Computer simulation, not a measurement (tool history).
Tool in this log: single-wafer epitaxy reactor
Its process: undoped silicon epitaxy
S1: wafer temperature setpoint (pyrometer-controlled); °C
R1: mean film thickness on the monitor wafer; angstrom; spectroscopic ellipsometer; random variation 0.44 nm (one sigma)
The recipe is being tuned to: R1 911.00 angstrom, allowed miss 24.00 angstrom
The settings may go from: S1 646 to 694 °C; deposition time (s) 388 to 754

Run 1, hour 0.0: S1 670 °C, deposition time (s) 571. Result: R1 1525.80 angstrom.
Run 2, hour 8.5: S1 662 °C, deposition time (s) 565. Result: R1 1299.80 angstrom.
Run 3, hour 12.2: S1 657 °C, deposition time (s) 554. Result: R1 1160.80 angstrom.
Run 4, hour 16.7: S1 653 °C, deposition time (s) 546. Result: R1 1058.40 angstrom.
Run 5, hour 23.3: S1 661 °C, deposition time (s) 546. Result: R1 1234.30 angstrom.
Run 6, hour 28.2: S1 655 °C, deposition time (s) 546. Result: R1 1100.00 angstrom.
Run 7, hour 34.7: S1 652 °C, deposition time (s) 542. Result: R1 1041.40 angstrom.
Run 8, hour 43.6: S1 650 °C, deposition time (s) 537. Result: R1 990.75 angstrom.
Run 9, hour 46.1: S1 649 °C, deposition time (s) 535. Result: R1 970.00 angstrom.
Run 10, hour 48.0: S1 648 °C, deposition time (s) 533. Result: R1 937.57 angstrom.

Next run, 5 choices. One meets every target within its allowed miss, the rest don't. Which?
Run A, hour 49.9: S1 646 °C, deposition time (s) 540. Result: R1 ?.
Run B, hour 49.9: S1 646 °C, deposition time (s) 574. Result: R1 ?.
Run C, hour 49.9: S1 646 °C, deposition time (s) 567. Result: R1 ?.
Run D, hour 49.9: S1 648 °C, deposition time (s) 547. Result: R1 ?.
Run E, hour 49.9: S1 649 °C, deposition time (s) 552. Result: R1 ?.

move       R1
   A   924.21
   B   982.40
   C   970.42
   D   972.81
   E  1000.70
A: all results in spec
B: further off than the last run
C: further off than the last run
D: further off than the last run
E: further off than the last run
Move A is the one to make.
